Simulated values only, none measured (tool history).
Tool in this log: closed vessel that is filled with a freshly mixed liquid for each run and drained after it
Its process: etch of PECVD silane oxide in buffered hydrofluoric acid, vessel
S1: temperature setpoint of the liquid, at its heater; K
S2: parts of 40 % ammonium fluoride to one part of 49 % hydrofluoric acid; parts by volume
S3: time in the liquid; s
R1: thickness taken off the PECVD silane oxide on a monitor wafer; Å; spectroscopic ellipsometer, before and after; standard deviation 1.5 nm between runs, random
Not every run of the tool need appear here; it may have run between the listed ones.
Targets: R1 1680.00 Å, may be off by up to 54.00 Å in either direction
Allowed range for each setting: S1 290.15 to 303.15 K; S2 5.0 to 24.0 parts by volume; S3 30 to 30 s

| run | hour | S1 | S2 | S3 | R1 |
|---|---|---|---|---|---|
| 1 | 0.0 | 295.15 | 14.5 | 30 | 633.62 |
| 2 | 7.4 | 296.65 | 14.5 | 30 | 683.44 |
| 3 | 9.7 | 297.15 | 13.5 | 30 | 751.39 |
| 4 | 14.4 | 297.65 | 12.5 | 30 | 843.25 |
| 5 | 19.6 | 298.15 | 12.0 | 30 | 888.19 |
| 6 | 21.5 | 298.15 | 12.0 | 30 | 876.01 |
| 7 | 30.6 | 298.65 | 11.5 | 30 | 967.42 |
| 8 | 38.2 | 302.65 | 7.5 | 30 | 1768.90 |

Exactly one of the 5 candidate moves below puts every result within its allowed miss. Which one?
| A | 45.8 | 300.15 | 6.5 | 30 | ? |
| B | 45.8 | 302.65 | 7.0 | 30 | ? |
| C | 45.8 | 300.65 | 6.5 | 30 | ? |
| D | 45.8 | 301.65 | 7.5 | 30 | ? |
| E | 45.8 | 303.15 | 7.5 | 30 | ? |

| move | R1 |
|---|---|
| A | 1761.50 |
| B | 1885.60 |
| C | 1809.00 |
| D | 1660.60 |
| E | 1797.00 |
A: gains on the last run, yet a result remains outside its allowed miss
B: lands further from the targets than the last run did
C: lands further from the targets than the last run did
D: each result inside its tolerance
E: lands further from the targets than the last run did
Answer: D

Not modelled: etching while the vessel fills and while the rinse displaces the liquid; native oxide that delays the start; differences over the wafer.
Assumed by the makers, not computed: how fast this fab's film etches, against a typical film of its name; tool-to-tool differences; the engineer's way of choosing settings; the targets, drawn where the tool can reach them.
